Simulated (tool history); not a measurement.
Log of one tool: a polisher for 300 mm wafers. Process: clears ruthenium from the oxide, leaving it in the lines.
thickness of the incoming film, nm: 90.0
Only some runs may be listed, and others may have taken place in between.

run	hour	flow of slurry (ml/min)	pressure of the wafer on the pad (psi)	speed of the pad under the wafer (cm/s)	overpolish time after the end point (s)	time until the end point was called (s)
1	0.0	130	1.5	100	12	116.71
2	4.2	130	1.5	122	12	96.63
3	7.6	125	1.3	122	12	112.00
4	15.5	125	1.3	122	12	110.87
5	17.1	120	1.1	122	12	129.08
6	23.3	120	1.1	138	12	114.26
7	25.1	115	1.0	136	12	129.03
8	26.9	110	0.9	136	12	144.26
9	31.8	105	0.9	136	12	146.77
10	39.1	100	0.9	136	12	146.61

For run 11, what comes out?
11	40.1	95	0.9	136	12	?

time until the end point was called (s): 148.78

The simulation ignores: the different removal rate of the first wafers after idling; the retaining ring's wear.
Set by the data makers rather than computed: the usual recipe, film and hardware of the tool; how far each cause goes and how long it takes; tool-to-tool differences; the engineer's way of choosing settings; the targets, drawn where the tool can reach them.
